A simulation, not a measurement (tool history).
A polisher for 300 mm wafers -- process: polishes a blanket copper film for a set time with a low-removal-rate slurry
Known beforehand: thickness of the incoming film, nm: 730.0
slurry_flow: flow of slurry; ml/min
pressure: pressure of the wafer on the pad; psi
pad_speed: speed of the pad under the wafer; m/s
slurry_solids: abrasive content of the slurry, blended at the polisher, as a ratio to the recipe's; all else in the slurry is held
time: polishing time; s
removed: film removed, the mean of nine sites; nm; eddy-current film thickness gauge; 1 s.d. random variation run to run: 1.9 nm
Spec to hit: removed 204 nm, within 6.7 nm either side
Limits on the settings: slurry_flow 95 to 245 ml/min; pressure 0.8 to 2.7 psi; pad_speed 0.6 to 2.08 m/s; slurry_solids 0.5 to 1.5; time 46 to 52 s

{"run": 1, "hour": 0.0, "slurry_flow": 155, "pressure": 1.7, "pad_speed": 1.34, "slurry_solids": 1, "time": 52, "removed": 147.68}
{"run": 2, "hour": 0.7, "slurry_flow": 160, "pressure": 1.8, "pad_speed": 1.34, "slurry_solids": 1, "time": 52, "removed": 156.88}
{"run": 3, "hour": 2.1, "slurry_flow": 160, "pressure": 1.8, "pad_speed": 1.34, "slurry_solids": 1, "time": 52, "removed": 160.41}
{"run": 4, "hour": 5.4, "slurry_flow": 170, "pressure": 1.9, "pad_speed": 1.34, "slurry_solids": 1, "time": 52, "removed": 167.35}
{"run": 5, "hour": 6.5, "slurry_flow": 170, "pressure": 2, "pad_speed": 1.34, "slurry_solids": 1, "time": 52, "removed": 174.42}
{"run": 6, "hour": 8.2, "slurry_flow": 170, "pressure": 1.7, "pad_speed": 1.34, "slurry_solids": 1, "time": 52, "removed": 153.4}
{"run": 7, "hour": 11.8, "slurry_flow": 180, "pressure": 1.8, "pad_speed": 1.34, "slurry_solids": 1, "time": 52, "removed": 162.48}
{"run": 8, "hour": 17.9, "slurry_flow": 190, "pressure": 1.9, "pad_speed": 1.34, "slurry_solids": 1, "time": 52, "removed": 171.58}

Exactly one of the 5 candidate moves below puts every result within its allowed miss. Which one?
{"run": "A", "hour": 24.0, "slurry_flow": 205, "pressure": 2.2, "pad_speed": 1.64, "slurry_solids": 0.75, "time": 52, "removed": "?"}
{"run": "B", "hour": 24.0, "slurry_flow": 185, "pressure": 2.6, "pad_speed": 1.2, "slurry_solids": 1, "time": 52, "removed": "?"}
{"run": "C", "hour": 24.0, "slurry_flow": 190, "pressure": 2, "pad_speed": 1.12, "slurry_solids": 1.2, "time": 50, "removed": "?"}
{"run": "D", "hour": 24.0, "slurry_flow": 105, "pressure": 1.5, "pad_speed": 1.44, "slurry_solids": 0.95, "time": 52, "removed": "?"}
{"run": "E", "hour": 24.0, "slurry_flow": 170, "pressure": 1.9, "pad_speed": 1.24, "slurry_solids": 1, "time": 50, "removed": "?"}

move=A removed=229.96
move=B removed=205.59
move=C removed=151.84
move=D removed=136.88
move=E removed=152.3
A: carries the result that was furthest off beyond its target, to the other side
B: meets every target
C: lands further from the targets than the last run did
D: lands further from the targets than the last run did
E: lands further from the targets than the last run did
B is the move that brings every result within its allowed miss.

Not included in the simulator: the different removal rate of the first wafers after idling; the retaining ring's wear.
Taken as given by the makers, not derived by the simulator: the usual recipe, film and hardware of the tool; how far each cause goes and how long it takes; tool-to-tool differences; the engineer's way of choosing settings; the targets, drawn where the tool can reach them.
